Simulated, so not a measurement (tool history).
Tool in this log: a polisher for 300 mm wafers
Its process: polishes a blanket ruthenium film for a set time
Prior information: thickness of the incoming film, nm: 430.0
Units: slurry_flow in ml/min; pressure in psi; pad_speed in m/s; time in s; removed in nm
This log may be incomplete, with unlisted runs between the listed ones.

run	hour	slurry_flow	pressure	pad_speed	time	removed
1	0	230	2.2	0.96	106	134.38
2	5.5	230	2.7	0.96	106	161.81
3	6.8	205	2.1	0.78	106	103.38
4	12.7	205	2.1	0.58	106	81.989
5	19.5	165	2.1	0.58	106	76.887
6	23.9	160	1.7	0.56	106	61.546
7	28.8	155	1.5	0.56	106	54.238

Forecast run 8:
8	32	155	1.4	0.56	106	?

removed: 49.278 nm
